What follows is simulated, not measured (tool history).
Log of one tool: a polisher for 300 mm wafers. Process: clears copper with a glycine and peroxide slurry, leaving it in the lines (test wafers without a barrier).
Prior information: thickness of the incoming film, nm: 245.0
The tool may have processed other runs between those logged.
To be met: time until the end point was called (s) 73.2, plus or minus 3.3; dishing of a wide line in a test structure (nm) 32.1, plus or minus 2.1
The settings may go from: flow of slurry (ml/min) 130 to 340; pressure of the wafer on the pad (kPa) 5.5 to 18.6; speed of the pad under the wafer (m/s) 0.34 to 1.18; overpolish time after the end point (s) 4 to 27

run,day,flow of slurry (ml/min),pressure of the wafer on the pad (kPa),speed of the pad under the wafer (m/s),overpolish time after the end point (s),time until the end point was called (s),dishing of a wide line in a test structure (nm)
1,0,220,11.7,0.76,14,95.623,23.735
2,0.042,220,12.4,0.76,14,89.797,23.678
3,0.362,220,13.1,0.78,15,87.91,28.027
4,0.529,220,13.1,0.62,15,100.42,23.801
5,0.625,220,13.1,0.8,15,83.235,27.354
6,0.929,220,13.1,0.8,10,84.678,19.223
7,1.275,220,13.8,0.8,11,82.39,22.839
8,1.508,220,14.5,0.8,12,77.29,23.849
9,1.675,220,14.5,0.8,13,79.112,27.616
10,2.029,220,15.2,0.8,13,76.134,27.212

4 next moves are on the table. One of them brings every result within its allowed miss. Which?
A,2.383,170,13.8,0.92,13,?,?
B,2.383,150,15.2,0.92,15,?,?
C,2.383,130,15.2,0.9,12,?,?
D,2.383,225,14.5,0.8,10,?,?

move,time until the end point was called (s),dishing of a wide line in a test structure (nm)
A,76.941,25.767
B,73.265,30.779
C,76.961,23.983
D,78.938,19.765
A: further off than the last run
B: each result inside its tolerance
C: further off than the last run
D: further off than the last run
Move B is the one to make.

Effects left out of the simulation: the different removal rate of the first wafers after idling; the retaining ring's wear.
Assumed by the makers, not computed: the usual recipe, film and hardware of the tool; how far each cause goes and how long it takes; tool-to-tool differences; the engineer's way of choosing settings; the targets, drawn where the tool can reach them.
